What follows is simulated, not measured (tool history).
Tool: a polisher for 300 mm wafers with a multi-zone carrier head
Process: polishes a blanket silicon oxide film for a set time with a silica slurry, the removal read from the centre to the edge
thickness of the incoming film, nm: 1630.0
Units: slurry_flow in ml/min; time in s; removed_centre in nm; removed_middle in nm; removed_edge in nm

run,hour,slurry_flow,centre_zone,middle_zone,edge_zone,slurry_solids,time,removed_centre,removed_middle,removed_edge
1,0.0,290,1.00,1.00,1.00,1.00,43,120.74,121.29,124.34
2,8.1,290,0.99,0.98,1.03,1.05,43,123.75,123.46,128.05
3,16.0,290,0.99,0.98,1.03,1.20,43,130.74,127.98,138.82
4,25.0,325,0.99,0.98,1.03,1.20,43,134.43,127.61,135.54
5,30.3,325,0.99,0.98,1.07,1.20,43,134.15,132.05,137.14
6,36.3,310,0.98,0.97,1.07,1.25,43,129.63,130.93,138.51
7,42.7,290,0.98,0.95,1.07,1.30,43,135.36,132.38,141.83
8,47.8,270,0.95,0.93,1.05,1.35,44,136.42,131.18,145.21
9,54.8,255,0.93,0.91,1.06,1.40,45,136.56,134.07,149.93
10,61.5,245,0.92,0.89,1.07,1.40,45,132.90,128.18,152.63
11,64.4,240,0.92,0.89,1.08,1.40,45,131.51,125.43,151.96
12,65.8,240,0.92,0.89,1.09,1.40,45,133.24,129.95,149.49

Forecast run 13:
13,72.2,240,0.91,0.88,1.09,1.40,45,?,?,?

{"run 13": {"removed_centre": 131.44, "removed_middle": 130.65, "removed_edge": 151.06}}

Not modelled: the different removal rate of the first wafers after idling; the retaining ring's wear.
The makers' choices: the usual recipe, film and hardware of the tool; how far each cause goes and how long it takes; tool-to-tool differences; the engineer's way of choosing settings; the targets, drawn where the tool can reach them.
